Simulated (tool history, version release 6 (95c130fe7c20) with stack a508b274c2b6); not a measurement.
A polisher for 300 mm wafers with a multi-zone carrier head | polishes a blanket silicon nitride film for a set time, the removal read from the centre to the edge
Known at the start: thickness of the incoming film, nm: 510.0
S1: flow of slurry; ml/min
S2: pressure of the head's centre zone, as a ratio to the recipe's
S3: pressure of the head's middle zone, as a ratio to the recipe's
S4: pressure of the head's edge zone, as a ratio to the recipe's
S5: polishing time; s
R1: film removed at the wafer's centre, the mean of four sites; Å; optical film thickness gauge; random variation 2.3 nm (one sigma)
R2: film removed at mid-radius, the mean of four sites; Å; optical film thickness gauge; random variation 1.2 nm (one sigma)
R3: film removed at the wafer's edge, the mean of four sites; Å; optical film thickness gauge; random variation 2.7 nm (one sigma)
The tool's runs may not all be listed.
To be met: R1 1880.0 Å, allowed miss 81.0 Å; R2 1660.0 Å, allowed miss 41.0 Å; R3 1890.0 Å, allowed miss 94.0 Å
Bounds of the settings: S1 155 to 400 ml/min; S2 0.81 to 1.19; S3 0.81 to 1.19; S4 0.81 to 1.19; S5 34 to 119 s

run 1 hour=0.0 | S1=255 S2=1.00 S3=1.00 S4=1.00 S5=76 | R1=1340.5 R2=1319.1 R3=1385.3
run 2 hour=3.4 | S1=255 S2=0.94 S3=1.00 S4=1.00 S5=76 | R1=1248.8 R2=1325.5 R3=1380.3
run 3 hour=5.1 | S1=255 S2=0.87 S3=1.00 S4=1.00 S5=76 | R1=1176.7 R2=1316.5 R3=1365.2
run 4 hour=5.7 | S1=255 S2=0.87 S3=0.94 S4=1.00 S5=76 | R1=1160.4 R2=1250.0 R3=1396.2
run 5 hour=8.3 | S1=255 S2=0.81 S3=0.94 S4=1.00 S5=76 | R1=1098.0 R2=1261.5 R3=1393.4
run 6 hour=8.9 | S1=255 S2=0.81 S3=1.02 S4=1.00 S5=76 | R1=1117.0 R2=1357.6 R3=1369.3
run 7 hour=14.3 | S1=255 S2=0.81 S3=1.02 S4=1.00 S5=76 | R1=1113.6 R2=1347.6 R3=1403.8
run 8 hour=20.7 | S1=260 S2=0.87 S3=1.01 S4=1.03 S5=80 | R1=1252.8 R2=1393.8 R3=1474.7
run 9 hour=25.0 | S1=265 S2=0.91 S3=1.01 S4=1.05 S5=83 | R1=1360.2 R2=1449.0 R3=1588.3
run 10 hour=30.6 | S1=275 S2=0.95 S3=1.03 S4=1.07 S5=84 | R1=1430.6 R2=1505.0 R3=1578.6
run 11 hour=36.6 | S1=270 S2=0.98 S3=1.02 S4=1.08 S5=86 | R1=1523.6 R2=1536.5 R3=1587.5
run 12 hour=44.7 | S1=285 S2=0.99 S3=1.00 S4=1.09 S5=88 | R1=1556.6 R2=1541.6 R3=1659.4
run 13 hour=47.4 | S1=285 S2=1.01 S3=0.99 S4=1.10 S5=90 | R1=1634.3 R2=1564.8 R3=1775.3
run 14 hour=54.5 | S1=290 S2=1.03 S3=0.99 S4=1.11 S5=91 | R1=1662.2 R2=1580.8 R3=1755.7
run 15 hour=62.3 | S1=290 S2=1.05 S3=0.99 S4=1.12 S5=92 | R1=1747.3 R2=1607.9 R3=1774.7

Which of these 5 next moves meets every target?
run A hour=70.1 | S1=290 S2=1.04 S3=1.08 S4=1.06 S5=85 | R1=? R2=? R3=?
run B hour=70.1 | S1=265 S2=1.14 S3=1.15 S4=1.07 S5=83 | R1=? R2=? R3=?
run C hour=70.1 | S1=375 S2=0.92 S3=0.93 S4=1.19 S5=97 | R1=? R2=? R3=?
run D hour=70.1 | S1=390 S2=1.02 S3=0.90 S4=1.02 S5=100 | R1=? R2=? R3=?
run E hour=70.1 | S1=285 S2=1.13 S3=0.94 S4=1.01 S5=93 | R1=? R2=? R3=?

move=A R1=1581.7 R2=1591.0 R3=1606.2
move=B R1=1667.3 R2=1622.1 R3=1561.8
move=C R1=1648.9 R2=1639.9 R3=1982.6
move=D R1=1880.2 R2=1649.9 R3=1898.8
move=E R1=1867.1 R2=1544.5 R3=1717.7
A: further off than the last run
B: further off than the last run
C: further off than the last run
D: meets every target
E: brings the result that was furthest off to its target, and leaves another outside
The right move is D.

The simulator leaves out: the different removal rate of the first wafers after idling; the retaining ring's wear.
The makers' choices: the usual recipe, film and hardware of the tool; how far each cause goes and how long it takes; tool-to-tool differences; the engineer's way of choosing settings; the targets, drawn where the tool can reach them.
